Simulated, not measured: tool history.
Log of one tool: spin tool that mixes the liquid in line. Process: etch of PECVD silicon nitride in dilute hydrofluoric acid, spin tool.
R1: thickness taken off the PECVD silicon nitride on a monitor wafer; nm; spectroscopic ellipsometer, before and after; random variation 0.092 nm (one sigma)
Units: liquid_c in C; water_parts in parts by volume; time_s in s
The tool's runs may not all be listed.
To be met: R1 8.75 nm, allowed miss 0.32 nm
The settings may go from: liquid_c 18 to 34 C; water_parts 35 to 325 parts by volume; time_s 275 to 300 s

run 1 hour=0 | liquid_c=26 water_parts=180 time_s=275 | R1=4.0221
run 2 hour=7.1 | liquid_c=27 water_parts=170 time_s=275 | R1=4.5511
run 3 hour=12.7 | liquid_c=28 water_parts=165 time_s=275 | R1=4.9215
run 4 hour=19.6 | liquid_c=28 water_parts=185 time_s=275 | R1=4.526
run 5 hour=27.2 | liquid_c=24.5 water_parts=185 time_s=275 | R1=3.6294
run 6 hour=33.6 | liquid_c=26 water_parts=175 time_s=275 | R1=4.1779
run 7 hour=39 | liquid_c=27 water_parts=165 time_s=275 | R1=4.6923
run 8 hour=47.7 | liquid_c=28 water_parts=160 time_s=275 | R1=5.054
run 9 hour=49.9 | liquid_c=28 water_parts=160 time_s=275 | R1=5.2319
run 10 hour=57.7 | liquid_c=28 water_parts=160 time_s=275 | R1=5.2318

4 next moves are on the table. One of them brings every result within its allowed miss. Which?
run A hour=65.5 | liquid_c=29 water_parts=110 time_s=300 | R1=?
run B hour=65.5 | liquid_c=27 water_parts=90 time_s=300 | R1=?
run C hour=65.5 | liquid_c=30.5 water_parts=110 time_s=300 | R1=?
run D hour=65.5 | liquid_c=28 water_parts=95 time_s=300 | R1=?

move=A R1=8.6936
move=B R1=9.3514
move=C R1=9.5488
move=D R1=9.4492
A: meets every target
B: takes the result that was furthest off past its target
C: takes the result that was furthest off past its target
D: takes the result that was furthest off past its target
Move A is the one to make.
